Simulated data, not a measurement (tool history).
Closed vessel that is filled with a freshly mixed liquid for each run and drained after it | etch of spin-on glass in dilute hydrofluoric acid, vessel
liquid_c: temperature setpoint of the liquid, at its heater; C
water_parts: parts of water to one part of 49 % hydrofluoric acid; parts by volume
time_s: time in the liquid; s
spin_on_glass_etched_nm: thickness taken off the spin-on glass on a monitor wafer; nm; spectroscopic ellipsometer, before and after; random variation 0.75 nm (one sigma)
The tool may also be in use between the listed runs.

run    day  liquid_c  water_parts  time_s  spin_on_glass_etched_nm
  1      0        23          235     365                   42.297
  2  0.321        23          315     365                   29.047
  3  0.654        25          260     365                   40.075
  4  0.825      26.5          215     365                   53.466
  5  0.879      27.5          185     365                   66.342
  6  1.196      25.5          185     365                   61.766
     1.412  -- hydrofluoric acid flow meter replaced
  7  1.412      26.5          165     365                   66.586

The next listed run, before its measurement:
  8  1.504      27.5          145     365                        ?

spin_on_glass_etched_nm: 80.648 nm
